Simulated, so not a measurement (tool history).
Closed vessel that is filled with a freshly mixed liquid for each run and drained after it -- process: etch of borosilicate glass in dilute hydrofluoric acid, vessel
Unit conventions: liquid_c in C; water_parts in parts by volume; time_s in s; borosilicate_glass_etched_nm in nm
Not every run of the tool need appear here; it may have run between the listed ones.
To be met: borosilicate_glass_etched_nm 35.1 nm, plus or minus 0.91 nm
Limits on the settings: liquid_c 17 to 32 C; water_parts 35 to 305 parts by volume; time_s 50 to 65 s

run	hour	liquid_c	water_parts	time_s	borosilicate_glass_etched_nm
1	0	24	170	65	19.36
2	5.8	26	170	65	20.904
3	7.3	23.5	170	65	18.955
4	11.5	21	170	65	16.97
5	18.7	24.5	170	65	19.577
6	19.8	27	170	65	21.703
7	23.7	28	160	65	24.323
8	28.9	32	125	65	36.923

Next run, 4 choices. One meets every target within its allowed miss, the rest don't. Which?
A	34.1	32	120	65	?
B	34.1	32	105	50	?
C	34.1	31	95	50	?
D	34.1	30.5	110	60	?

move	borosilicate_glass_etched_nm
A	39.357
B	35.36
C	38.219
D	38.053
A: misses by more than the last run did
B: in spec on every target
C: misses by more than the last run did
D: misses by more than the last run did
The move that meets every target is B.

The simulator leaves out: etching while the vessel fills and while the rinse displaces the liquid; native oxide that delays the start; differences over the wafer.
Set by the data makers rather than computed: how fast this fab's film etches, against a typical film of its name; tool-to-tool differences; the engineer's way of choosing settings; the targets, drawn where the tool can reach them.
